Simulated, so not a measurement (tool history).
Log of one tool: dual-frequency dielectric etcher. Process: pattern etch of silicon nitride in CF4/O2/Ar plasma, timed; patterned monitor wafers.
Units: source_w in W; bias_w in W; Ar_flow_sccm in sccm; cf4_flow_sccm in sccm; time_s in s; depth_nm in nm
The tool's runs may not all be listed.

run 1 day=0.000 | source_w=680 bias_w=64 Ar_flow_sccm=131 cf4_flow_sccm=71 time_s=239.5 | depth_nm=558.91
run 2 day=0.271 | source_w=680 bias_w=64 Ar_flow_sccm=131 cf4_flow_sccm=71 time_s=239.5 | depth_nm=554.80
run 3 day=0.538 | source_w=600 bias_w=64 Ar_flow_sccm=131 cf4_flow_sccm=71 time_s=239.5 | depth_nm=490.39
run 4 day=0.654 | source_w=600 bias_w=64 Ar_flow_sccm=109 cf4_flow_sccm=71 time_s=239.5 | depth_nm=504.70
run 5 day=0.954 | source_w=700 bias_w=64 Ar_flow_sccm=109 cf4_flow_sccm=71 time_s=239.5 | depth_nm=594.29
-- day=1.329 bias power generator calibrated
run 6 day=1.329 | source_w=700 bias_w=64 Ar_flow_sccm=109 cf4_flow_sccm=76 time_s=239.5 | depth_nm=611.30
run 7 day=1.538 | source_w=750 bias_w=64 Ar_flow_sccm=109 cf4_flow_sccm=76 time_s=239.5 | depth_nm=655.60

Forecast run 8:
run 8 day=1.617 | source_w=790 bias_w=64 Ar_flow_sccm=109 cf4_flow_sccm=76 time_s=239.5 | depth_nm=?

Run 8 gave depth_nm 692.27 nm.
